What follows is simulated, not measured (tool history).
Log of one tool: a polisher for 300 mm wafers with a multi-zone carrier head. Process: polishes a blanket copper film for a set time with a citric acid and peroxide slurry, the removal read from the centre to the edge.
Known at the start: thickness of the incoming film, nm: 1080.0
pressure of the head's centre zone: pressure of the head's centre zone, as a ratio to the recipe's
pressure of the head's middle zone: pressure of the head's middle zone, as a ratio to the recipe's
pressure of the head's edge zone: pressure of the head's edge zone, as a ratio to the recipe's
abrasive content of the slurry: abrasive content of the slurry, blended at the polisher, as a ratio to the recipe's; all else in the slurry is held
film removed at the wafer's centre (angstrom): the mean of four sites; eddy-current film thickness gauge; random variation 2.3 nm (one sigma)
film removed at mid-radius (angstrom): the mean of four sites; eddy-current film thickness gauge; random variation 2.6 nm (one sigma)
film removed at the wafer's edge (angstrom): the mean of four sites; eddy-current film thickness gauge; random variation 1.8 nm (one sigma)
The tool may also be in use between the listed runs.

| run | day | flow of slurry (ml/min) | pressure of the head's centre zone | pressure of the head's middle zone | pressure of the head's edge zone | abrasive content of the slurry | polishing time (s) | film removed at the wafer's centre (angstrom) | film removed at mid-radius (angstrom) | film removed at the wafer's edge (angstrom) |
|---|---|---|---|---|---|---|---|---|---|---|
| 1 | 0 | 210 | 1 | 1 | 1 | 1 | 76 | 2428.5 | 2483 | 2445.3 |
| 2 | 0.104 | 210 | 1 | 1.06 | 1 | 1 | 76 | 2395.8 | 2541.8 | 2417.7 |
| 3 | 0.204 | 210 | 1 | 1.06 | 1 | 1.1 | 76 | 2481.2 | 2651.2 | 2518.8 |
| 4 | 0.321 | 200 | 0.98 | 1.02 | 1 | 1 | 75 | 2343.9 | 2522.7 | 2392.8 |
| 5 | 0.621 | 200 | 0.98 | 1.02 | 1 | 1 | 85 | 2647.1 | 2755.3 | 2761.3 |
| 6 | 0.904 | 195 | 0.96 | 0.98 | 1 | 0.9 | 82 | 2462.5 | 2519.9 | 2577.2 |
| 7 | 0.988 | 190 | 0.94 | 0.96 | 0.99 | 0.8 | 80 | 2182 | 2306.8 | 2377.7 |
| 8 | 1.342 | 185 | 0.93 | 0.94 | 0.96 | 0.75 | 80 | 2212.8 | 2260.2 | 2358.8 |
| 9 | 1.425 | 185 | 0.92 | 0.93 | 0.95 | 0.7 | 79 | 2071.2 | 2149 | 2282.5 |
| 10 | 1.596 | 185 | 0.92 | 0.93 | 0.95 | 0.7 | 79 | 2050.6 | 2182.7 | 2227.7 |
| 11 | 1.85 | 180 | 0.91 | 0.91 | 0.94 | 0.65 | 79 | 2012.3 | 2056.8 | 2177.5 |
| 12 | 2.179 | 175 | 0.9 | 0.9 | 0.93 | 0.65 | 79 | 1981.8 | 2049.2 | 2122.3 |

Run 13 comes next. What will it give?
| 13 | 2.204 | 170 | 0.89 | 0.89 | 0.93 | 0.65 | 79 | ? | ? | ? |

{"run 13": {"film removed at the wafer's centre (angstrom)": 1927.3, "film removed at mid-radius (angstrom)": 2015.1, "film removed at the wafer's edge (angstrom)": 2128.5}}

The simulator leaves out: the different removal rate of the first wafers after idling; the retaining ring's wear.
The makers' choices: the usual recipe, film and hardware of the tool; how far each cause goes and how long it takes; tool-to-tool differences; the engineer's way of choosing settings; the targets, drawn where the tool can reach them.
